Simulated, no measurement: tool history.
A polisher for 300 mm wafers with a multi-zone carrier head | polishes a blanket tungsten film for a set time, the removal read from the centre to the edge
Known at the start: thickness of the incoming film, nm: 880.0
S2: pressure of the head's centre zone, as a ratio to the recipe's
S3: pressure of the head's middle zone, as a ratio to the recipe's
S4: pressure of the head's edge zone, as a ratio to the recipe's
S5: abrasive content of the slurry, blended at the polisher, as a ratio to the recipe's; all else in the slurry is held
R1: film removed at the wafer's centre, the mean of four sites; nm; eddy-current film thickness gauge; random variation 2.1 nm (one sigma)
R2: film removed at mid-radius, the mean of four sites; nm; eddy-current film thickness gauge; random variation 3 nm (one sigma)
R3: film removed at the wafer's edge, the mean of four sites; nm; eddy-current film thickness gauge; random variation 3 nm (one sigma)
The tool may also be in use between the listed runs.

run 1 day=0 | flow_of_slurry_(ml/min)=125 S2=1 S3=1 S4=1 S5=1 polishing_time_(s)=76 | R1=270.17 R2=272.45 R3=271.66
run 2 day=0.079 | flow_of_slurry_(ml/min)=125 S2=1 S3=1.07 S4=1 S5=1 polishing_time_(s)=76 | R1=273.66 R2=285.35 R3=272.22
run 3 day=0.258 | flow_of_slurry_(ml/min)=140 S2=0.98 S3=1.1 S4=1.05 S5=1.15 polishing_time_(s)=77 | R1=286.06 R2=315.4 R3=300.19
run 4 day=0.596 | flow_of_slurry_(ml/min)=140 S2=0.98 S3=1.14 S4=1.05 S5=1.15 polishing_time_(s)=77 | R1=288.78 R2=325.86 R3=291.54
run 5 day=0.638 | flow_of_slurry_(ml/min)=150 S2=0.98 S3=1.14 S4=1.08 S5=1.25 polishing_time_(s)=78 | R1=304.77 R2=339.57 R3=310.17
run 6 day=0.925 | flow_of_slurry_(ml/min)=170 S2=0.98 S3=1.14 S4=1.08 S5=1.25 polishing_time_(s)=78 | R1=310.83 R2=346.09 R3=321.41
run 7 day=1.108 | flow_of_slurry_(ml/min)=170 S2=0.98 S3=1.14 S4=1.08 S5=1.25 polishing_time_(s)=78 | R1=313.59 R2=356.38 R3=318.3
run 8 day=1.362 | flow_of_slurry_(ml/min)=175 S2=0.97 S3=1.14 S4=1.11 S5=1.3 polishing_time_(s)=79 | R1=316.59 R2=361.29 R3=338.64
run 9 day=1.454 | flow_of_slurry_(ml/min)=180 S2=0.97 S3=1.15 S4=1.13 S5=1.35 polishing_time_(s)=79 | R1=324.92 R2=371.88 R3=342.76
run 10 day=1.546 | flow_of_slurry_(ml/min)=185 S2=0.97 S3=1.15 S4=1.14 S5=1.4 polishing_time_(s)=79 | R1=327.7 R2=376.99 R3=349.75
run 11 day=1.683 | flow_of_slurry_(ml/min)=185 S2=0.97 S3=1.15 S4=1.15 S5=1.45 polishing_time_(s)=79 | R1=330.49 R2=383.2 R3=353.65
run 12 day=2.054 | flow_of_slurry_(ml/min)=185 S2=0.97 S3=1.15 S4=1.16 S5=1.45 polishing_time_(s)=79 | R1=330.17 R2=380.04 R3=354.43

The next listed run, before its measurement:
run 13 day=2.275 | flow_of_slurry_(ml/min)=185 S2=0.97 S3=1.15 S4=1.17 S5=1.45 polishing_time_(s)=79 | R1=? R2=? R3=?

{"run 13": {"R1": 335.08, "R2": 381.29, "R3": 359.27}}
